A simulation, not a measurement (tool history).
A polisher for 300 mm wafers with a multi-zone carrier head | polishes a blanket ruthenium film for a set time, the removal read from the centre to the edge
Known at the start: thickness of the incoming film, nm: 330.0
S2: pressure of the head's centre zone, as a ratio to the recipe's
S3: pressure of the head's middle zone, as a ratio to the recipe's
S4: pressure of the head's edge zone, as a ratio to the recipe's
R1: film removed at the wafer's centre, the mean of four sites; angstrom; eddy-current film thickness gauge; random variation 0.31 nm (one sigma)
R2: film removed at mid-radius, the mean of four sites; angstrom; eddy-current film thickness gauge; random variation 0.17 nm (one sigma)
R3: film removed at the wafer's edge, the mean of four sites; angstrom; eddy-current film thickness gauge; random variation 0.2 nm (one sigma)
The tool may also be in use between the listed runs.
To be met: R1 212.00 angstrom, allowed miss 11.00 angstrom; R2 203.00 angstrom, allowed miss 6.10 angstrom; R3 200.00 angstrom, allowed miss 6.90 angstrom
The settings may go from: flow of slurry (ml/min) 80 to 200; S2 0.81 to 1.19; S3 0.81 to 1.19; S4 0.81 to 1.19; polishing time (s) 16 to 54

run 1 day=0.000 | flow_of_slurry_(ml/min)=130 S2=1.00 S3=1.00 S4=1.00 polishing_time_(s)=35 | R1=386.87 R2=387.59 R3=375.10
run 2 day=0.338 | flow_of_slurry_(ml/min)=125 S2=1.00 S3=0.98 S4=0.98 polishing_time_(s)=32 | R1=343.09 R2=350.68 R3=348.24
run 3 day=0.612 | flow_of_slurry_(ml/min)=115 S2=1.03 S3=0.97 S4=0.95 polishing_time_(s)=29 | R1=321.98 R2=307.10 R3=303.50
run 4 day=0.675 | flow_of_slurry_(ml/min)=115 S2=1.10 S3=0.97 S4=0.95 polishing_time_(s)=29 | R1=351.10 R2=307.25 R3=310.08
-- day=1.017 edge zone pressure recalibrated
run 5 day=1.017 | flow_of_slurry_(ml/min)=115 S2=1.06 S3=0.97 S4=0.95 polishing_time_(s)=29 | R1=329.36 R2=309.62 R3=320.74
run 6 day=1.233 | flow_of_slurry_(ml/min)=115 S2=1.06 S3=0.92 S4=0.95 polishing_time_(s)=29 | R1=331.90 R2=291.49 R3=319.57
run 7 day=1.325 | flow_of_slurry_(ml/min)=110 S2=1.06 S3=0.93 S4=0.93 polishing_time_(s)=27 | R1=307.56 R2=277.45 R3=286.48
run 8 day=1.604 | flow_of_slurry_(ml/min)=85 S2=0.97 S3=0.85 S4=0.83 polishing_time_(s)=18 | R1=176.22 R2=170.30 R3=181.09
run 9 day=1.971 | flow_of_slurry_(ml/min)=120 S2=1.00 S3=0.91 S4=0.83 polishing_time_(s)=17 | R1=185.46 R2=175.25 R3=178.57
run 10 day=2.188 | flow_of_slurry_(ml/min)=120 S2=1.01 S3=0.93 S4=0.85 polishing_time_(s)=17 | R1=184.70 R2=176.85 R3=175.64
run 11 day=2.217 | flow_of_slurry_(ml/min)=120 S2=1.02 S3=0.94 S4=0.88 polishing_time_(s)=17 | R1=185.65 R2=177.95 R3=179.47
run 12 day=2.292 | flow_of_slurry_(ml/min)=120 S2=1.03 S3=0.95 S4=0.90 polishing_time_(s)=17 | R1=192.31 R2=176.61 R3=186.88
run 13 day=2.354 | flow_of_slurry_(ml/min)=120 S2=1.04 S3=0.97 S4=0.91 polishing_time_(s)=17 | R1=189.40 R2=180.03 R3=183.76
run 14 day=2.388 | flow_of_slurry_(ml/min)=120 S2=1.05 S3=0.98 S4=0.92 polishing_time_(s)=17 | R1=190.14 R2=181.07 R3=185.14
run 15 day=2.467 | flow_of_slurry_(ml/min)=120 S2=1.06 S3=0.99 S4=0.93 polishing_time_(s)=17 | R1=195.63 R2=185.85 R3=186.67
run 16 day=2.800 | flow_of_slurry_(ml/min)=120 S2=1.07 S3=1.00 S4=0.94 polishing_time_(s)=17 | R1=199.17 R2=186.53 R3=187.42
run 17 day=3.167 | flow_of_slurry_(ml/min)=120 S2=1.07 S3=1.01 S4=0.95 polishing_time_(s)=17 | R1=191.69 R2=189.75 R3=188.31
run 18 day=3.421 | flow_of_slurry_(ml/min)=120 S2=1.08 S3=1.02 S4=0.96 polishing_time_(s)=17 | R1=199.90 R2=188.32 R3=186.11
run 19 day=3.629 | flow_of_slurry_(ml/min)=120 S2=1.08 S3=1.02 S4=0.96 polishing_time_(s)=17 | R1=199.17 R2=189.56 R3=188.74

Which of these 4 next moves meets every target?
run A day=3.838 | flow_of_slurry_(ml/min)=85 S2=0.93 S3=1.04 S4=0.93 polishing_time_(s)=19 | R1=? R2=? R3=?
run B day=3.838 | flow_of_slurry_(ml/min)=100 S2=1.07 S3=1.01 S4=0.89 polishing_time_(s)=19 | R1=? R2=? R3=?
run C day=3.838 | flow_of_slurry_(ml/min)=125 S2=1.10 S3=1.00 S4=0.95 polishing_time_(s)=20 | R1=? R2=? R3=?
run D day=3.838 | flow_of_slurry_(ml/min)=85 S2=1.04 S3=0.95 S4=1.01 polishing_time_(s)=20 | R1=? R2=? R3=?

move=A R1=178.94 R2=203.27 R3=198.51
move=B R1=211.77 R2=203.94 R3=198.17
move=C R1=237.69 R2=220.09 R3=219.20
move=D R1=210.71 R2=201.30 R3=216.72
A: brings the result that was furthest off to its target, and leaves another outside
B: meets every target
C: takes the result that was furthest off past its target
D: brings the result that was furthest off to its target, and leaves another outside
Move B is the one to make.
